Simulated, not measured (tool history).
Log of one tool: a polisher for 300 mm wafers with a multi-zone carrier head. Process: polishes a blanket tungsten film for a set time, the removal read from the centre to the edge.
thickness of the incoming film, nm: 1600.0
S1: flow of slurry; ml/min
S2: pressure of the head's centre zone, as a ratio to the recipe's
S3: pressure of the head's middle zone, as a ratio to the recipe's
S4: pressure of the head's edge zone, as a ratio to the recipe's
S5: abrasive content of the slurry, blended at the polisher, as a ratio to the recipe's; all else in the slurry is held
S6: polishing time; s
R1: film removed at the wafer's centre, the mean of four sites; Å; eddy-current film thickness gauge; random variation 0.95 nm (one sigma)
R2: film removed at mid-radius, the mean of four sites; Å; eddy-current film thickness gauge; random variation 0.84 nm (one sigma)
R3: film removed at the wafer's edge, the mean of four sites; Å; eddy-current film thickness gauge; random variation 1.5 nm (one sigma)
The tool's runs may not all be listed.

run 1 hour=0 | S1=190 S2=1 S3=1 S4=1 S5=1 S6=53 | R1=2099.6 R2=2114.1 R3=2077
run 2 hour=4.7 | S1=185 S2=0.97 S3=1.02 S4=0.95 S5=0.85 S6=47 | R1=1771.2 R2=1859.5 R3=1806.9
run 3 hour=8.4 | S1=215 S2=0.97 S3=1.02 S4=0.95 S5=0.85 S6=47 | R1=1796.1 R2=1893.4 R3=1788
run 4 hour=16.1 | S1=215 S2=0.97 S3=1.02 S4=0.98 S5=0.85 S6=47 | R1=1794.4 R2=1895 R3=1812
run 5 hour=17.4 | S1=215 S2=0.97 S3=1.02 S4=0.98 S5=0.7 S6=47 | R1=1771.2 R2=1859.2 R3=1740.8
run 6 hour=23.2 | S1=190 S2=0.97 S3=1.02 S4=0.98 S5=0.7 S6=47 | R1=1729.2 R2=1816.2 R3=1742
run 7 hour=29.5 | S1=190 S2=0.97 S3=1.02 S4=0.98 S5=0.7 S6=47 | R1=1702.2 R2=1843.1 R3=1698.9
run 8 hour=32.8 | S1=180 S2=0.97 S3=1.04 S4=0.96 S5=0.65 S6=42 | R1=1521.5 R2=1601.3 R3=1478.3
run 9 hour=34.6 | S1=175 S2=0.95 S3=1.07 S4=0.94 S5=0.6 S6=40 | R1=1378.5 R2=1558.5 R3=1412.7
run 10 hour=38 | S1=180 S2=0.95 S3=1.09 S4=0.91 S5=0.55 S6=38 | R1=1316.5 R2=1491.8 R3=1331.1

The next listed run, before its measurement:
run 11 hour=42.6 | S1=175 S2=0.95 S3=1.12 S4=0.88 S5=0.55 S6=36 | R1=? R2=? R3=?

{"run 11": {"R1": 1256.5, "R2": 1450.3, "R3": 1182.8}}
